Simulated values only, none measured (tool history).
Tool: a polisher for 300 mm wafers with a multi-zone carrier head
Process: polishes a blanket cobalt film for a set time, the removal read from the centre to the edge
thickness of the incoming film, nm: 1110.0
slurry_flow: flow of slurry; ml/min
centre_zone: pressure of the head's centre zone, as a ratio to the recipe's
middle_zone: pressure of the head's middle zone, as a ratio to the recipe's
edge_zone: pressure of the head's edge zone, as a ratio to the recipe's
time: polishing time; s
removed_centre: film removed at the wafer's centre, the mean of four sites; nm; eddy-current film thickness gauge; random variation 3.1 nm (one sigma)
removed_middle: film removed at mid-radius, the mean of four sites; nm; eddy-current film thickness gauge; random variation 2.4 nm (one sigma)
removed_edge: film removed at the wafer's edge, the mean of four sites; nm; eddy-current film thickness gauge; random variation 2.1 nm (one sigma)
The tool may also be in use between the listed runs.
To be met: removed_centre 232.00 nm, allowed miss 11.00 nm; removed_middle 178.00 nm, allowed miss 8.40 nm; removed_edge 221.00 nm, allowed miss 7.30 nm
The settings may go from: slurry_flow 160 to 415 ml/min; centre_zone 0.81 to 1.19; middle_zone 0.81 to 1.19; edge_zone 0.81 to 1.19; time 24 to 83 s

run	hour	slurry_flow	centre_zone	middle_zone	edge_zone	time	removed_centre	removed_middle	removed_edge
1	0.0	265	1.00	1.00	1.00	53	254.30	251.61	263.64
2	2.8	260	1.02	0.96	1.00	51	259.96	241.01	254.68
3	7.6	255	1.03	0.93	1.03	48	239.45	217.20	237.19
4	11.5	255	1.03	0.93	0.98	48	245.02	221.66	236.56
5	19.7	250	1.04	0.90	1.01	47	239.57	209.57	231.26
6	21.3	250	1.04	0.90	1.01	54	272.86	240.48	265.87
7	28.7	250	1.05	0.88	1.04	52	268.87	229.69	257.80
8	29.6	180	1.08	0.81	1.14	41	206.29	160.13	204.65
9	31.8	195	1.09	0.82	1.15	41	208.04	165.69	210.56
10	34.8	245	1.19	0.84	1.15	42	251.97	173.93	225.96

5 next moves are on the table. One of them brings every result within its allowed miss. Which?
A	37.8	265	1.13	0.84	1.14	42	?	?	?
B	37.8	180	1.17	0.88	1.02	43	?	?	?
C	37.8	230	1.19	0.91	1.10	40	?	?	?
D	37.8	270	1.19	0.81	1.16	39	?	?	?
E	37.8	220	1.19	0.83	1.08	44	?	?	?

move	removed_centre	removed_middle	removed_edge
A	234.91	173.31	221.43
B	232.94	173.76	205.07
C	230.65	173.05	204.02
D	229.98	156.51	207.90
E	251.73	175.30	221.51
A: meets every target
B: brings the result that was furthest off to its target, and leaves another outside
C: brings the result that was furthest off to its target, and leaves another outside
D: brings the result that was furthest off to its target, and leaves another outside
E: as far off as the last run
Answer: A
